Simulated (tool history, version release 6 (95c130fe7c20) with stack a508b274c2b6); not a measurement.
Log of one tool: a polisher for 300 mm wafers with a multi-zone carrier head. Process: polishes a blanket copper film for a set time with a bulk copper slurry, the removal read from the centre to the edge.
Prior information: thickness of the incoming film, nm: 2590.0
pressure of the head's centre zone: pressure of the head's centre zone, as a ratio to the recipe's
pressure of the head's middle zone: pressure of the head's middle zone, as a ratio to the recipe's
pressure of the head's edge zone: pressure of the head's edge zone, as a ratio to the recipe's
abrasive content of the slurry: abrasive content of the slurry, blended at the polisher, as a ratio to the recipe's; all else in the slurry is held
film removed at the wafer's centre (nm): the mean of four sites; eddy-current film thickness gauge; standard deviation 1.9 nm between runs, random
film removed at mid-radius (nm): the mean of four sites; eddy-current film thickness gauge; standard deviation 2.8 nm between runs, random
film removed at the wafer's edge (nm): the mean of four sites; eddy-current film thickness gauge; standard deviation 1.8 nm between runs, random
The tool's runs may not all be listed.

run  hour  flow of slurry (ml/min)  pressure of the head's centre zone  pressure of the head's middle zone  pressure of the head's edge zone  abrasive content of the slurry  polishing time (s)  film removed at the wafer's centre (nm)  film removed at mid-radius (nm)  film removed at the wafer's edge (nm)
  1     0                      195                                   1                                   1                                 1                               1                  30                                   231.29                           236.83                                 244.92
  2   4.2                      190                                   1                                0.98                              0.98                            0.95                  30                                   230.37                           227.95                                 235.74
  3   5.4                      190                                   1                                0.98                              0.98                             1.1                  30                                    241.6                           235.38                                  247.9
  4  10.2                      190                                   1                                0.93                              0.98                             1.1                  30                                   239.85                           225.55                                 243.98
  5  14.9                      190                                   1                                0.93                              0.98                             1.3                  30                                    252.9                           234.95                                 258.85
     18.8  -- worn pad replaced by a new one
  6  18.8                      190                                   1                                0.93                              0.98                             1.3                  33                                   295.92                           275.66                                 299.79
  7    25                      185                                0.99                                0.91                              0.96                             1.2                  33                                   282.07                           270.21                                 295.16
  8  31.9                      185                                   1                                0.91                              0.96                             1.1                  32                                   271.35                            254.5                                 276.87

Run 9 is up next; what results do you expect?
  9  39.3                      185                                1.01                                0.91                              0.97                               1                  31                                        ?                                ?                                      ?

Logged for run 9: film removed at the wafer's centre (nm) 262.89, film removed at mid-radius (nm) 236.66, film removed at the wafer's edge (nm) 264.08.
